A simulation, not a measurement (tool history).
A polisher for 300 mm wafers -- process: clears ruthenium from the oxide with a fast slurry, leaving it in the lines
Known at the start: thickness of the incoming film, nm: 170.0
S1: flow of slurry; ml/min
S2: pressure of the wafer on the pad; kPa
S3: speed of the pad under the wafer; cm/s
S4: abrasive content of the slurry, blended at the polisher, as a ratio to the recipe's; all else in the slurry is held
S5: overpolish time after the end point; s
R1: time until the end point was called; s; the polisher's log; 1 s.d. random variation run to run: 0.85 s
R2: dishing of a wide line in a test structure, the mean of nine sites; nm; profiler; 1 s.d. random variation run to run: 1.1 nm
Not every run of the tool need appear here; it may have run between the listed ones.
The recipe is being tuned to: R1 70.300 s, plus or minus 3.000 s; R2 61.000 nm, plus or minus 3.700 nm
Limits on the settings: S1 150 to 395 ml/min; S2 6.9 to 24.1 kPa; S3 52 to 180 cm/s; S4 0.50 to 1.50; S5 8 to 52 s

run,hour,S1,S2,S3,S4,S5,R1,R2
1,0.0,250,15.2,116,1.00,26,41.071,65.735
2,8.0,250,15.2,116,1.00,20,41.940,50.823
3,12.2,250,15.2,116,1.00,26,41.805,64.836
4,17.8,250,15.2,116,1.10,26,40.125,69.218
5,26.1,250,11.7,116,1.10,26,50.089,53.883
6,27.1,250,11.0,114,1.10,28,54.681,54.594
7,30.1,250,10.3,114,1.10,30,59.380,54.705
8,38.4,250,9.7,114,1.10,31,63.065,52.417
9,43.0,250,9.7,114,1.10,32,61.704,55.713
10,51.6,250,9.7,114,1.10,33,64.010,54.557
11,59.5,250,9.7,114,1.10,34,62.472,57.812
12,61.3,250,9.7,114,1.10,34,62.256,57.807
13,68.3,245,7.6,114,1.10,40,77.616,56.446
14,70.6,250,7.6,114,1.10,40,79.612,53.470

Of the 5 settings listed for the next run, only one would bring every result within its allowed miss of target. Which one?
A,72.9,240,8.3,116,1.05,32,?,?
B,72.9,195,9.0,114,1.00,29,?,?
C,72.9,240,9.7,110,0.90,31,?,?
D,72.9,210,10.3,86,1.40,41,?,?
E,72.9,210,9.0,110,1.30,30,?,?

move,R1,R2
A,73.035,49.198
B,72.535,45.479
C,71.589,48.707
D,71.082,61.833
E,66.158,50.656
A: puts the biggest miss on target and leaves a different result outside tolerance
B: puts the biggest miss on target and leaves a different result outside tolerance
C: puts the biggest miss on target and leaves a different result outside tolerance
D: hits every target within its allowed miss
E: the result that was furthest off in the last run now lies on the other side of its target
So the answer is move D, the one that meets all the targets.
